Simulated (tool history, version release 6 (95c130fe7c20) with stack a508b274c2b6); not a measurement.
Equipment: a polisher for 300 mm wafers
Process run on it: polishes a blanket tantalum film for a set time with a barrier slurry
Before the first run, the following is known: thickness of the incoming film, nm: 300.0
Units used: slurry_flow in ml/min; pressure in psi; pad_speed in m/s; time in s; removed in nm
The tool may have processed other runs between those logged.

{"run": 1, "hour": 0.0, "slurry_flow": 260, "pressure": 1.2, "pad_speed": 1.04, "slurry_solids": 1, "time": 21, "removed": 23.835}
{"run": 2, "hour": 6.6, "slurry_flow": 285, "pressure": 1.2, "pad_speed": 1.04, "slurry_solids": 1, "time": 21, "removed": 23.916}
{"run": 3, "hour": 12.1, "slurry_flow": 285, "pressure": 1.4, "pad_speed": 1.04, "slurry_solids": 1, "time": 21, "removed": 27.069}
{"run": 4, "hour": 16.7, "slurry_flow": 285, "pressure": 1.5, "pad_speed": 1.06, "slurry_solids": 1, "time": 21, "removed": 29.259}
{"run": 5, "hour": 20.1, "slurry_flow": 225, "pressure": 1.5, "pad_speed": 1.06, "slurry_solids": 1, "time": 21, "removed": 28.736}
{"run": 6, "hour": 27.6, "slurry_flow": 225, "pressure": 1.6, "pad_speed": 1.08, "slurry_solids": 1, "time": 21, "removed": 30.548}

What will run 7 give?
{"run": 7, "hour": 28.1, "slurry_flow": 230, "pressure": 1.7, "pad_speed": 1.1, "slurry_solids": 1, "time": 21, "removed": "?"}

removed: 33.041 nm

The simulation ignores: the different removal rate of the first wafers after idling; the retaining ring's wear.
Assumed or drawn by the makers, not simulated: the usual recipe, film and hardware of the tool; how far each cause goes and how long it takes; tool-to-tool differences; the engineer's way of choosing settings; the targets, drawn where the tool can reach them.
